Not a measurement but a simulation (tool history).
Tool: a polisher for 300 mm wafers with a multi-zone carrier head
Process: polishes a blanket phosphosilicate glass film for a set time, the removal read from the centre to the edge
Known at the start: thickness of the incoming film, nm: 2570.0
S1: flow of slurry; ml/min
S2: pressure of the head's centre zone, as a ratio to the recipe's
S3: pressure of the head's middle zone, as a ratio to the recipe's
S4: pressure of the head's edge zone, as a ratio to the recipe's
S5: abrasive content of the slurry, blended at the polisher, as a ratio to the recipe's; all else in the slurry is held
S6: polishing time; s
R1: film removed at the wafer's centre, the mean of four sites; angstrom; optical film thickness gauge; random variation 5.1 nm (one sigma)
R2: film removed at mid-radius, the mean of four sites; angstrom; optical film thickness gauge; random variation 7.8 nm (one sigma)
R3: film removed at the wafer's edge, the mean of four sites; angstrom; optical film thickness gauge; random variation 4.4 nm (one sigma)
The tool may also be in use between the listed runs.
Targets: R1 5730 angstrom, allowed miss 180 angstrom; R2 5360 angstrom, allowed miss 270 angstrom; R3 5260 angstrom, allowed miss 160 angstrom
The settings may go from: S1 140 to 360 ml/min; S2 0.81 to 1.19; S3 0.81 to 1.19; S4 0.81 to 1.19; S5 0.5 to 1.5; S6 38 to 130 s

| run | day | S1 | S2 | S3 | S4 | S5 | S6 | R1 | R2 | R3 |
|---|---|---|---|---|---|---|---|---|---|---|
| 1 | 0 | 230 | 1 | 1 | 1 | 1 | 84 | 6819.5 | 6963.6 | 7072.7 |
| 2 | 0.025 | 230 | 0.94 | 1 | 1 | 1 | 84 | 6573.4 | 7139.3 | 7027.7 |
| 3 | 0.329 | 230 | 0.96 | 0.99 | 0.97 | 0.95 | 84 | 6469.5 | 6943.3 | 6774.1 |
| 4 | 0.458 | 200 | 0.96 | 0.99 | 0.97 | 0.95 | 84 | 6440.8 | 6964.1 | 6659.1 |
| 5 | 0.504 | 200 | 0.96 | 0.99 | 0.97 | 1.05 | 84 | 6636.9 | 7169.9 | 7032.6 |
| 6 | 0.817 | 170 | 0.96 | 0.99 | 0.97 | 1.05 | 84 | 6407.5 | 6695.1 | 6811.2 |
| 7 | 0.896 | 165 | 0.97 | 0.98 | 0.96 | 1 | 84 | 6248.1 | 6610.9 | 6668.7 |
| 8 | 1.212 | 170 | 0.99 | 0.97 | 0.95 | 0.95 | 84 | 6280.7 | 6305.2 | 6477.5 |
| 9 | 1.404 | 170 | 1 | 0.97 | 0.93 | 0.9 | 84 | 6228.1 | 6436.2 | 6305.2 |
| 10 | 1.733 | 170 | 1.01 | 0.96 | 0.92 | 0.85 | 84 | 6129.4 | 6147.9 | 6114.6 |

Which of these 5 next moves meets every target?
| A | 2.062 | 180 | 1.09 | 1 | 0.92 | 1.05 | 65 | ? | ? | ? |
| B | 2.062 | 180 | 1.19 | 0.88 | 0.89 | 0.8 | 77 | ? | ? | ? |
| C | 2.062 | 170 | 1.1 | 0.87 | 0.92 | 0.8 | 75 | ? | ? | ? |
| D | 2.062 | 150 | 0.94 | 1 | 0.94 | 0.8 | 82 | ? | ? | ? |
| E | 2.062 | 140 | 1.07 | 0.88 | 0.98 | 0.7 | 80 | ? | ? | ? |

| move | R1 | R2 | R3 |
|---|---|---|---|
| A | 5733.4 | 5491.2 | 5277.3 |
| B | 6515.3 | 5135.4 | 5420 |
| C | 5790.8 | 4903.3 | 5318.4 |
| D | 5246.9 | 5867 | 5751 |
| E | 5331 | 4712.9 | 5280.9 |
A: meets every target
B: brings the result that was furthest off to its target, and leaves another outside
C: brings the result that was furthest off to its target, and leaves another outside
D: nearer than the last run, and not there yet
E: brings the result that was furthest off to its target, and leaves another outside
Move A is the one to make.
